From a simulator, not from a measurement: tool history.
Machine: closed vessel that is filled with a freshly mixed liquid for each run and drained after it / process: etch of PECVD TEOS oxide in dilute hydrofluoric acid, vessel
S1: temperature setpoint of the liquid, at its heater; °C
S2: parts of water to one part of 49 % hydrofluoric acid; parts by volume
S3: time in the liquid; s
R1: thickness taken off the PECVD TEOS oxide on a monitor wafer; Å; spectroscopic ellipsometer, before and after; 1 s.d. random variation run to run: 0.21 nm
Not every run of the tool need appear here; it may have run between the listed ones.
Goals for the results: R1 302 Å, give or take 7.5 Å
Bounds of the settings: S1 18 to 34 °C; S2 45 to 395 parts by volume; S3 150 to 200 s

run  hour    S1   S2   S3      R1
  1     0    26  220  200  147.02
  2   8.2    26  155  200   226.5
  3  12.7    27  155  200  236.63
  4  13.8    27  185  200  190.48
  5  17.7    27  260  200  124.94
  6  19.9    28  245  200  139.82
  7  25.2    29  235  200  151.43
  8  34.2  29.5  225  200  162.44
  9  41.8    30  215  200   172.2
 10  45.8  30.5  205  200   191.1
 11  49.2    31  195  200  204.24
 12    56    34  130  200  370.58
 13  64.8  33.5  130  200  365.93
 14  70.3    33  130  200  358.27

5 next moves are on the table. One of them brings every result within its allowed miss. Which?
  A  75.8  32.5  140  200   ?
  B  75.8    33  140  200   ?
  C  75.8    34  155  200   ?
  D  75.8  26.5  105  180   ?
  E  75.8  28.5  125  200   ?

move      R1
   A  323.94
   B  329.69
   C  301.81
   D  326.47
   E  320.26
A: gains on the last run, yet a result remains outside its allowed miss
B: gains on the last run, yet a result remains outside its allowed miss
C: all results in spec
D: gains on the last run, yet a result remains outside its allowed miss
E: gains on the last run, yet a result remains outside its allowed miss
Go with C: it meets all targets.
